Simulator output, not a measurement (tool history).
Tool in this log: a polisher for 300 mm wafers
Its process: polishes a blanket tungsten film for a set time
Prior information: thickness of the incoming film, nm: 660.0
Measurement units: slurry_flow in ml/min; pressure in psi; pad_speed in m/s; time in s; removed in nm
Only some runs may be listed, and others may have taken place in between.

run,hour,slurry_flow,pressure,pad_speed,slurry_solids,time,removed
1,0.0,220,2.7,1.18,1.0,23,80.694
2,0.7,220,3.1,1.18,1.0,23,87.834
3,3.6,220,3.0,1.18,1.0,23,86.397
4,8.3,220,3.0,1.02,1.0,23,74.429
5,10.2,220,3.6,1.02,1.0,23,86.474
6,12.3,245,3.6,1.02,1.0,23,86.008
7,14.7,245,3.5,1.02,1.0,23,83.236
8,19.0,245,3.4,1.02,1.0,23,83.340
9,23.1,245,3.3,1.02,1.0,23,80.658
10,24.0,245,3.2,1.02,1.0,23,78.493
11,27.8,245,3.1,1.02,1.0,23,78.436
12,34.4,240,3.0,1.02,1.0,23,74.617

Predict the results of run 13:
13,40.1,240,2.9,1.02,1.0,23,?

{"run 13": {"removed": 74.307}}
